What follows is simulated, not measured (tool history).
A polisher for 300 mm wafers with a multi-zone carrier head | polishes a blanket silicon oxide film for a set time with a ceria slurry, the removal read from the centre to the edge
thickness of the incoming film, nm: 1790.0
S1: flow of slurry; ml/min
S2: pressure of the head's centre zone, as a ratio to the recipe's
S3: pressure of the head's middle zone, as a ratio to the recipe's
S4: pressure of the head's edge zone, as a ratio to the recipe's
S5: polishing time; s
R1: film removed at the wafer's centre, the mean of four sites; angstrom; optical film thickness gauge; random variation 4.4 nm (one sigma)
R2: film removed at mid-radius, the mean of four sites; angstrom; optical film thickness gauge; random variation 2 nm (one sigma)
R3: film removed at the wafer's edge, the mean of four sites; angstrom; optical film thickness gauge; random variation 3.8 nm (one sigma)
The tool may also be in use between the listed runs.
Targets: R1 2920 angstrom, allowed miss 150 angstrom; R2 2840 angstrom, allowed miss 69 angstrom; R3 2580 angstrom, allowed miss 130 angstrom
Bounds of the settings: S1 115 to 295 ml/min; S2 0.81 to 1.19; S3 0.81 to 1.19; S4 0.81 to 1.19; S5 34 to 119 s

run	day	S1	S2	S3	S4	S5	R1	R2	R3
1	0	190	1	1	1	76	3395.4	3582	3509.2
2	0.254	190	1	1	1.06	76	3400	3608.4	3643.5
3	0.629	190	1	1	1.06	87	3929.7	4060.6	4106.6
4	0.675	190	1	1	1.14	87	3934.2	4095.3	4275.8
5	0.825	190	1	0.95	1.14	87	3952.7	3949.7	4347.7
6	1.088	190	1.01	0.96	1.11	84	3880.9	3870.6	4142.9
7	1.358	190	1.02	0.97	1.09	81	3667.3	3736.9	3914.3
8	1.458	190	1.04	0.97	1.07	79	3709.6	3662.9	3810
9	1.804	190	1.05	0.97	1.05	77	3586	3520.3	3715.6
10	2.017	190	1.06	0.98	1.02	75	3559.4	3477.2	3531.7
11	2.275	190	1.06	0.98	1	73	3460.8	3382.4	3339.7
12	2.529	190	1.06	0.98	0.98	72	3423	3343.1	3316.6
13	2.767	190	1.06	0.98	0.96	71	3465.8	3302.1	3255
14	3.054	170	1	1.01	0.86	56	2488	2571.3	2397.1
15	3.083	175	1.01	1.01	0.86	56	2482.5	2638.7	2358.7
16	3.283	180	1.02	1.01	0.87	56	2552.4	2602.8	2464.3
17	3.408	185	1.03	1.02	0.87	56	2586.2	2631.1	2427.3
18	3.562	235	1.09	1.04	0.94	59	3011.5	2960.2	2698.9
19	3.75	235	1.09	1.04	0.93	59	2920.3	2925.5	2655.5

4 next moves are on the table. One of them brings every result within its allowed miss. Which?
A	3.938	240	1.03	0.95	0.97	61	?	?	?
B	3.938	240	1.19	0.88	0.96	60	?	?	?
C	3.938	225	1.09	0.85	0.96	62	?	?	?
D	3.938	295	1.04	0.95	0.82	59	?	?	?

move	R1	R2	R3
A	2900.1	2882.3	2826.4
B	3297.8	2706	2768.3
C	3089.3	2718.1	2842.9
D	2907.7	2854.8	2577.8
A: brings the result that was furthest off to its target, and leaves another outside
B: takes the result that was furthest off past its target
C: takes the result that was furthest off past its target
D: meets every target
Answer: D

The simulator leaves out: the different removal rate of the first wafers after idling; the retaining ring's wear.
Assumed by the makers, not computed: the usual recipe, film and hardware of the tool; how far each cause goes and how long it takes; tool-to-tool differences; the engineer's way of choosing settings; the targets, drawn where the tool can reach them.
